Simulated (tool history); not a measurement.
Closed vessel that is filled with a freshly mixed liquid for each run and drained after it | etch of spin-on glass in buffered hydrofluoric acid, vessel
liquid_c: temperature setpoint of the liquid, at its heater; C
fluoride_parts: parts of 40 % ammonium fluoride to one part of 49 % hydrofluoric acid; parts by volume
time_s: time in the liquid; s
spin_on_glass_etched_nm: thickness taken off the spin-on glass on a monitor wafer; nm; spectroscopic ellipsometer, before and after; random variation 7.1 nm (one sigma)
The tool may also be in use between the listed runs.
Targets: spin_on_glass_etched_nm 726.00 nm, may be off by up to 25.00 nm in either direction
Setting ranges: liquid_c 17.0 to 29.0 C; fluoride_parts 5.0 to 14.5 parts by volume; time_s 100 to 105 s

run,day,liquid_c,fluoride_parts,time_s,spin_on_glass_etched_nm
1,0.000,21.0,9.0,100,358.03
2,0.292,21.0,8.0,100,413.64
3,0.367,22.0,8.0,100,435.23
4,0.642,24.0,7.5,100,515.31
5,0.900,24.0,7.5,105,539.00
6,0.996,24.0,7.5,100,517.28
7,1.242,25.5,7.5,100,562.68
8,1.425,26.5,7.5,100,594.21
9,1.767,27.5,7.5,100,631.65
10,1.975,28.0,7.5,100,648.82

Pick the move, out of 4, that brings all results within their allowed miss; only one does.
A,2.183,29.0,9.0,100,?
B,2.183,25.0,5.5,100,?
C,2.183,24.5,7.5,100,?
D,2.183,26.5,7.5,100,?

move,spin_on_glass_etched_nm
A,550.74
B,718.13
C,527.38
D,587.44
A: its largest miss is bigger than the last run's
B: meets every target
C: its largest miss is bigger than the last run's
D: its largest miss is bigger than the last run's
So the answer is move B, the one that meets all the targets.
